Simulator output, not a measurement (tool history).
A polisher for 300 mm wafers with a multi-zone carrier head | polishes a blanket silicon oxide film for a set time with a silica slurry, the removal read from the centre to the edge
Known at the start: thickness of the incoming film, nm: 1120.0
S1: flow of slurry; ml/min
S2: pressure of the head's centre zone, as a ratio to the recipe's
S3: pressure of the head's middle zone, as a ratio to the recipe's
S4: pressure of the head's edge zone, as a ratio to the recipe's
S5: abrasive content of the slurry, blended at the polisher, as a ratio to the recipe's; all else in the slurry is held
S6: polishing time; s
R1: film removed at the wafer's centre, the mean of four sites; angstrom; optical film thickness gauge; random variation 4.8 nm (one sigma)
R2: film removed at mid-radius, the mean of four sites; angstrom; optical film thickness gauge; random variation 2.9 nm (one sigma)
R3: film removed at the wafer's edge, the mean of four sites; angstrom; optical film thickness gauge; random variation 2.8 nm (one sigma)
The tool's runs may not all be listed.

{"run": 1, "hour": 0.0, "S1": 245, "S2": 1.0, "S3": 1.0, "S4": 1.0, "S5": 1.0, "S6": 85, "R1": 2710.2, "R2": 2725.0, "R3": 2675.7}
{"run": 2, "hour": 2.6, "S1": 250, "S2": 1.01, "S3": 1.01, "S4": 1.02, "S5": 1.05, "S6": 85, "R1": 2805.0, "R2": 2738.5, "R3": 2720.2}
{"run": 3, "hour": 3.7, "S1": 250, "S2": 1.01, "S3": 1.02, "S4": 1.03, "S5": 1.1, "S6": 86, "R1": 2865.5, "R2": 2888.8, "R3": 2813.8}
{"run": 4, "hour": 4.7, "S1": 250, "S2": 1.01, "S3": 1.02, "S4": 1.04, "S5": 1.15, "S6": 87, "R1": 2942.5, "R2": 2945.0, "R3": 2922.0}
{"run": 5, "hour": 5.6, "S1": 250, "S2": 1.01, "S3": 1.02, "S4": 1.04, "S5": 1.35, "S6": 87, "R1": 3119.3, "R2": 3129.0, "R3": 3098.9}
{"run": 6, "hour": 11.5, "S1": 255, "S2": 1.02, "S3": 1.03, "S4": 1.05, "S5": 1.35, "S6": 87, "R1": 3153.2, "R2": 3184.9, "R3": 3155.9}

Forecast run 7:
{"run": 7, "hour": 19.9, "S1": 260, "S2": 1.03, "S3": 1.04, "S4": 1.06, "S5": 1.35, "S6": 87, "R1": "?", "R2": "?", "R3": "?"}

Run 7 gave R1 3120.8 angstrom, R2 3221.0 angstrom, R3 3102.5 angstrom.
